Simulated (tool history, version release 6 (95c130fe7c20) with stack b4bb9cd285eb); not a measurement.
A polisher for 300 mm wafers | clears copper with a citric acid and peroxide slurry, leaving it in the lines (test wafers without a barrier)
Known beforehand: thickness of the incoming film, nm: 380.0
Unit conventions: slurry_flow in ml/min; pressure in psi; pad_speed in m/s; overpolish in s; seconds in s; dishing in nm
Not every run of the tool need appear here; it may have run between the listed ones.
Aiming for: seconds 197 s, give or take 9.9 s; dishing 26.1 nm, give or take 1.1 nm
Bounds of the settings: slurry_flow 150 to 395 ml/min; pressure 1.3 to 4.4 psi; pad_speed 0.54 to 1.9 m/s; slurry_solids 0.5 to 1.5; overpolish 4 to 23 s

| run | hour | slurry_flow | pressure | pad_speed | slurry_solids | overpolish | seconds | dishing |
|---|---|---|---|---|---|---|---|---|
| 1 | 0 | 250 | 2.8 | 1.22 | 1 | 12 | 122.34 | 24.166 |
| 2 | 3.1 | 250 | 2.8 | 1.22 | 1 | 7 | 120.16 | 14.517 |
| 3 | 9.4 | 215 | 2.8 | 1.22 | 1 | 7 | 122.81 | 14.423 |
| 4 | 11.2 | 215 | 2.8 | 1.52 | 1 | 7 | 105.94 | 17.223 |
| 5 | 19.1 | 215 | 2.8 | 1.52 | 1.15 | 7 | 101.22 | 18.096 |
| 6 | 25.2 | 215 | 2.8 | 1.52 | 1.25 | 7 | 97.898 | 18.038 |
| 7 | 32.7 | 205 | 2.5 | 1.52 | 1.15 | 9 | 109.27 | 20.265 |
| 8 | 33.5 | 195 | 2.3 | 1.48 | 1.1 | 11 | 126.49 | 22.05 |
| 9 | 38.4 | 150 | 1.5 | 1.48 | 0.85 | 17 | 198.84 | 20.995 |

Exercise: of the 4 proposed moves below, exactly one satisfies all targets within the stated allowed misses. Which move is it?
| A | 43.3 | 150 | 1.4 | 1.56 | 0.95 | 21 | ? | ? |
| B | 43.3 | 155 | 2.1 | 1.56 | 0.55 | 18 | ? | ? |
| C | 43.3 | 150 | 1.7 | 1.52 | 0.85 | 21 | ? | ? |
| D | 43.3 | 155 | 1.6 | 1.54 | 0.9 | 22 | ? | ? |

| move | seconds | dishing |
|---|---|---|
| A | 193.39 | 25.869 |
| B | 169.57 | 25.737 |
| C | 174.9 | 28.402 |
| D | 177.99 | 29.034 |
A: hits every target within its allowed miss
B: the furthest-off result lands on target, but another misses its tolerance
C: moves the result that the last run missed by most past its target, out the other side
D: moves the result that the last run missed by most past its target, out the other side
Move A is the one to make.
